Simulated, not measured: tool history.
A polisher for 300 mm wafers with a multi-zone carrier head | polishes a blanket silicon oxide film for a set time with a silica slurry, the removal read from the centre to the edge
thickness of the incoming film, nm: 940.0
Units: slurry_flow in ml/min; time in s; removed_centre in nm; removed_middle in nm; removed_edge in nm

run	hour	slurry_flow	centre_zone	middle_zone	edge_zone	slurry_solids	time	removed_centre	removed_middle	removed_edge
1	0.0	255	1.00	1.00	1.00	1.00	64	178.16	170.67	177.70
2	4.7	255	1.01	0.99	1.02	1.05	65	190.15	180.77	188.95
3	13.4	255	1.02	0.97	1.04	1.10	65	195.21	183.52	197.70
4	21.7	255	1.02	1.01	1.04	1.10	65	194.02	186.34	197.11
5	24.2	285	1.02	1.01	1.04	1.10	65	195.89	191.33	201.15
6	28.6	285	1.04	1.00	1.05	1.15	65	204.37	190.87	203.83
7	31.9	285	1.05	0.99	1.06	1.20	66	217.15	195.13	214.45
8	40.6	290	1.06	0.99	1.07	1.25	66	221.82	199.87	220.36
9	43.7	290	1.07	0.99	1.08	1.30	66	225.48	203.24	223.10

Run 10 comes next. What will it give?
10	45.2	295	1.08	0.99	1.09	1.30	67	?	?	?

removed_centre: 235.60 nm
removed_middle: 206.38 nm
removed_edge: 230.51 nm
